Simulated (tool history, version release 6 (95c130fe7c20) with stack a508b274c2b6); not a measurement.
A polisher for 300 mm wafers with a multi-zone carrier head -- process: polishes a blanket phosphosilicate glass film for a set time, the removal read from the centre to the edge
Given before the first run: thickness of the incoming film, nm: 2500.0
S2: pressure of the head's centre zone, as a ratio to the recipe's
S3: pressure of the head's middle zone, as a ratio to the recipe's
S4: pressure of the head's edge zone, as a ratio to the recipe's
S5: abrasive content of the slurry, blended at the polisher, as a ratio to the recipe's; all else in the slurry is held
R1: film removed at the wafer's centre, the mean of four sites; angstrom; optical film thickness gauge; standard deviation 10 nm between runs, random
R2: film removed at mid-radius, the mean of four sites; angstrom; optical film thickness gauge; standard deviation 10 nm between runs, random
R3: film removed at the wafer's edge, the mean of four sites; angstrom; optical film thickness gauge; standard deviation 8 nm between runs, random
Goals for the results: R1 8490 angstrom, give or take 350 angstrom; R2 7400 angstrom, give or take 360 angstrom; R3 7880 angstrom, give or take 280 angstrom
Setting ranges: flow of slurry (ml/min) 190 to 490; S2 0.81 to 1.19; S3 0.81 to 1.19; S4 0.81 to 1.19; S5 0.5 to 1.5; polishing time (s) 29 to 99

Run 1, hour 0: flow of slurry (ml/min) 315, S2 1, S3 1, S4 1, S5 1, polishing time (s) 64. Result: R1 6397.4 angstrom, R2 6436.8 angstrom, R3 6425.6 angstrom.
Run 2, hour 7.1: flow of slurry (ml/min) 315, S2 1.02, S3 1, S4 1.02, S5 1.05, polishing time (s) 64. Result: R1 6737.3 angstrom, R2 6768.5 angstrom, R3 6686 angstrom.
Run 3, hour 11.7: flow of slurry (ml/min) 315, S2 1.02, S3 1, S4 0.94, S5 1.05, polishing time (s) 64. Result: R1 6718.2 angstrom, R2 6826.3 angstrom, R3 6428.8 angstrom.
Run 4, hour 20.1: flow of slurry (ml/min) 240, S2 1.02, S3 1, S4 0.94, S5 1.05, polishing time (s) 64. Result: R1 6515.4 angstrom, R2 6557.6 angstrom, R3 6185.2 angstrom.
Run 5, hour 24.9: flow of slurry (ml/min) 240, S2 1.02, S3 1.04, S4 0.94, S5 1.05, polishing time (s) 64. Result: R1 6442.4 angstrom, R2 6787.4 angstrom, R3 6261.6 angstrom.
Run 6, hour 31.6: flow of slurry (ml/min) 240, S2 0.95, S3 1.04, S4 0.94, S5 1.05, polishing time (s) 64. Result: R1 6178.8 angstrom, R2 6936.7 angstrom, R3 6268.5 angstrom.
Run 7, hour 35.8: flow of slurry (ml/min) 250, S2 0.98, S3 1.03, S4 0.96, S5 1.1, polishing time (s) 64. Result: R1 6475.1 angstrom, R2 6941.6 angstrom, R3 6610.9 angstrom.
Run 8, hour 40.1: flow of slurry (ml/min) 275, S2 1.08, S3 1.05, S4 1.03, S5 1.3, polishing time (s) 65. Result: R1 7739.6 angstrom, R2 7791.4 angstrom, R3 7345 angstrom.
Run 9, hour 46.4: flow of slurry (ml/min) 280, S2 1.09, S3 1.04, S4 1.04, S5 1.3, polishing time (s) 65. Result: R1 7680.9 angstrom, R2 7618.2 angstrom, R3 7490.1 angstrom.
Run 10, hour 52.4: flow of slurry (ml/min) 285, S2 1.1, S3 1.03, S4 1.04, S5 1.3, polishing time (s) 65. Result: R1 7830.6 angstrom, R2 7693.6 angstrom, R3 7405.8 angstrom.
Run 11, hour 57.4: flow of slurry (ml/min) 290, S2 1.11, S3 1.02, S4 1.05, S5 1.3, polishing time (s) 65. Result: R1 7906 angstrom, R2 7714.1 angstrom, R3 7339.1 angstrom.
Run 12, hour 62.7: flow of slurry (ml/min) 290, S2 1.11, S3 1.02, S4 1.05, S5 1.3, polishing time (s) 65. Result: R1 7796.4 angstrom, R2 7686.2 angstrom, R3 7369.5 angstrom.
Run 13, hour 66.7: flow of slurry (ml/min) 300, S2 1.12, S3 1, S4 1.07, S5 1.3, polishing time (s) 65. Result: R1 8026.6 angstrom, R2 7526.7 angstrom, R3 7693 angstrom.
Run 14, hour 71.8: flow of slurry (ml/min) 300, S2 1.13, S3 0.99, S4 1.07, S5 1.3, polishing time (s) 65. Result: R1 8232.2 angstrom, R2 7425.6 angstrom, R3 7460.7 angstrom.
Run 15, hour 79.2: flow of slurry (ml/min) 300, S2 1.13, S3 0.99, S4 1.08, S5 1.3, polishing time (s) 65. Result: R1 8086.3 angstrom, R2 7246.4 angstrom, R3 7508.2 angstrom.

Exactly one of the 5 candidate moves below puts every result within its allowed miss. Which one?
Run A, hour 86.6: flow of slurry (ml/min) 345, S2 1.19, S3 1.01, S4 0.94, S5 1.4, polishing time (s) 65. Result: R1 ?, R2 ?, R3 ?.
Run B, hour 86.6: flow of slurry (ml/min) 250, S2 1.01, S3 0.91, S4 1.19, S5 1.4, polishing time (s) 67. Result: R1 ?, R2 ?, R3 ?.
Run C, hour 86.6: flow of slurry (ml/min) 345, S2 1.19, S3 1.05, S4 1.03, S5 1.25, polishing time (s) 61. Result: R1 ?, R2 ?, R3 ?.
Run D, hour 86.6: flow of slurry (ml/min) 355, S2 1.09, S3 1.01, S4 1.12, S5 1.2, polishing time (s) 63. Result: R1 ?, R2 ?, R3 ?.
Run E, hour 86.6: flow of slurry (ml/min) 305, S2 1.18, S3 0.97, S4 1.12, S5 1.4, polishing time (s) 64. Result: R1 ?, R2 ?, R3 ?.

move      R1      R2      R3
   A  8725.1  7837.7  7481.9
   B  7692.5    7241  8534.6
   C  7830.5  7266.7  7009.9
   D  7422.4  7154.2  7436.5
   E  8452.7    7396    7980
A: misses by more than the last run did
B: the result that was furthest off in the last run now lies on the other side of its target
C: misses by more than the last run did
D: misses by more than the last run did
E: in spec on every target
Go with E: it meets all targets.

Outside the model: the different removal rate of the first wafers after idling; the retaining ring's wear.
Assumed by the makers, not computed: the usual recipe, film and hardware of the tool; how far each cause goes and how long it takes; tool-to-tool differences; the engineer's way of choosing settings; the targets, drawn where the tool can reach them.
